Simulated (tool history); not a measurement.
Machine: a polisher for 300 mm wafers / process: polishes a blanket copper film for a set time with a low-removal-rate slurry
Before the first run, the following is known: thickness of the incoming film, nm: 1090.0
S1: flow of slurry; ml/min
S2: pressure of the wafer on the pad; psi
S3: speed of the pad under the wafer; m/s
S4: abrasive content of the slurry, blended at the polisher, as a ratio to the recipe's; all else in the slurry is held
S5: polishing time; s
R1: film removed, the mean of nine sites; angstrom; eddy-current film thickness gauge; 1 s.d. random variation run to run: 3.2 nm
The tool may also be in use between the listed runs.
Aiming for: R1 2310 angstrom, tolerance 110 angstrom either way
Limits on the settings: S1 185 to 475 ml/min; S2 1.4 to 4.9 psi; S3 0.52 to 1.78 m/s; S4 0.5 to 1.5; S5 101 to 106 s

run	hour	S1	S2	S3	S4	S5	R1
1	0	305	3.1	1.14	1	101	3021.1
2	5.8	305	3.8	1.14	1	101	3744.5
3	13.5	305	3.4	1.12	1	101	3274.7
4	19.7	305	3.4	1	1	101	2975.9
5	22.9	305	3.2	1	1	101	2832.5
6	23.7	265	3.2	1	1	101	2767.9
7	32.3	265	3	1	1	101	2686.6
8	40.1	265	2.9	1	1	101	2530.2
9	41.7	265	2.8	1	1	101	2462.3

Which single option among these 5 for the next run brings every result within its allowed miss of target? Just one does.
A	43.3	255	3	0.78	1.05	102	?
B	43.3	235	2.6	1.1	0.75	101	?
C	43.3	320	2.2	0.96	1.45	101	?
D	43.3	235	2.7	1.1	0.9	106	?
E	43.3	265	2.8	1.02	1.1	106	?

move	R1
A	2108.2
B	2284
C	2127.1
D	2626.8
E	2702
A: pushes the last run's worst result past its target
B: all results land within tolerance of their targets
C: pushes the last run's worst result past its target
D: misses by more than the last run did
E: misses by more than the last run did
Go with B: it meets all targets.
